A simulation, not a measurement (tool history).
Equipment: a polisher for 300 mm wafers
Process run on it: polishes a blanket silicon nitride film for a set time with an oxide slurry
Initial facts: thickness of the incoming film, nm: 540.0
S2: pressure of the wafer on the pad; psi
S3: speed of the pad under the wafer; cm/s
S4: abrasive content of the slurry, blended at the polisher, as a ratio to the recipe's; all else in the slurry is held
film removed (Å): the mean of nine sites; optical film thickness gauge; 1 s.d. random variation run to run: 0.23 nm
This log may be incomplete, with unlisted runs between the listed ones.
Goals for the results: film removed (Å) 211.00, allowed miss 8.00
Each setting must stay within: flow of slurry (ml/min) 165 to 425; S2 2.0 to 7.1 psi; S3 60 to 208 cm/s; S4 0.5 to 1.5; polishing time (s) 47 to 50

Run 1, hour 0.0: flow of slurry (ml/min) 275, S2 4.5 psi, S3 134 cm/s, S4 1.0, polishing time (s) 47. Result: film removed (Å) 428.42.
Run 2, hour 2.9: flow of slurry (ml/min) 275, S2 4.2 psi, S3 132 cm/s, S4 1.0, polishing time (s) 47. Result: film removed (Å) 391.23.
Run 3, hour 4.0: flow of slurry (ml/min) 275, S2 4.2 psi, S3 132 cm/s, S4 1.0, polishing time (s) 50. Result: film removed (Å) 409.21.
Run 4, hour 6.7: flow of slurry (ml/min) 275, S2 4.2 psi, S3 132 cm/s, S4 1.0, polishing time (s) 50. Result: film removed (Å) 422.73.
Run 5, hour 10.0: flow of slurry (ml/min) 275, S2 4.2 psi, S3 132 cm/s, S4 1.0, polishing time (s) 50. Result: film removed (Å) 421.72.
Run 6, hour 16.6: flow of slurry (ml/min) 275, S2 3.5 psi, S3 132 cm/s, S4 1.0, polishing time (s) 50. Result: film removed (Å) 356.41.
Run 7, hour 19.5: flow of slurry (ml/min) 275, S2 3.3 psi, S3 130 cm/s, S4 1.0, polishing time (s) 50. Result: film removed (Å) 331.72.
Run 8, hour 22.9: flow of slurry (ml/min) 275, S2 3.2 psi, S3 128 cm/s, S4 1.0, polishing time (s) 50. Result: film removed (Å) 313.28.
Run 9, hour 25.3: flow of slurry (ml/min) 275, S2 2.0 psi, S3 108 cm/s, S4 1.0, polishing time (s) 50. Result: film removed (Å) 175.22.
Run 10, hour 29.5: flow of slurry (ml/min) 275, S2 2.1 psi, S3 108 cm/s, S4 1.0, polishing time (s) 50. Result: film removed (Å) 185.36.

4 candidate next runs follow, results not yet known. Just one meets every target within its allowed miss. Identify it.
Run A, hour 33.7: flow of slurry (ml/min) 230, S2 2.4 psi, S3 122 cm/s, S4 1.0, polishing time (s) 50. Result: film removed (Å) ?.
Run B, hour 33.7: flow of slurry (ml/min) 250, S2 2.1 psi, S3 94 cm/s, S4 1.0, polishing time (s) 47. Result: film removed (Å) ?.
Run C, hour 33.7: flow of slurry (ml/min) 265, S2 2.1 psi, S3 118 cm/s, S4 0.9, polishing time (s) 47. Result: film removed (Å) ?.
Run D, hour 33.7: flow of slurry (ml/min) 240, S2 2.3 psi, S3 134 cm/s, S4 0.9, polishing time (s) 49. Result: film removed (Å) ?.

move  film removed (Å)
   A            228.12
   B            154.85
   C            172.94
   D            215.28
A: takes the result that was furthest off past its target
B: misses by more than the last run did
C: misses by more than the last run did
D: in spec on every target
The move that meets every target is D.
